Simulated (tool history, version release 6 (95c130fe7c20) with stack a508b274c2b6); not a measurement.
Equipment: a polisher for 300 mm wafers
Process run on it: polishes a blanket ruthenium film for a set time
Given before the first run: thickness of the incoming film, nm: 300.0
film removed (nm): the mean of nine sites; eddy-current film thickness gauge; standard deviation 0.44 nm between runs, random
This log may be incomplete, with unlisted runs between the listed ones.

run,hour,flow of slurry (ml/min),pressure of the wafer on the pad (psi),speed of the pad under the wafer (cm/s),polishing time (s),film removed (nm)
1,0.0,205,2.7,108,29,53.747
2,5.0,205,2.6,108,29,50.472
3,7.0,205,2.6,108,26,46.553
4,12.9,175,2.6,108,26,45.386
5,19.3,130,2.6,108,26,42.320
6,22.7,130,3.0,108,26,48.476
7,28.0,130,2.9,108,26,46.890
8,30.3,130,2.8,108,26,44.962

Predict the results of run 9:
9,37.2,130,2.7,108,26,?

film removed (nm): 43.732
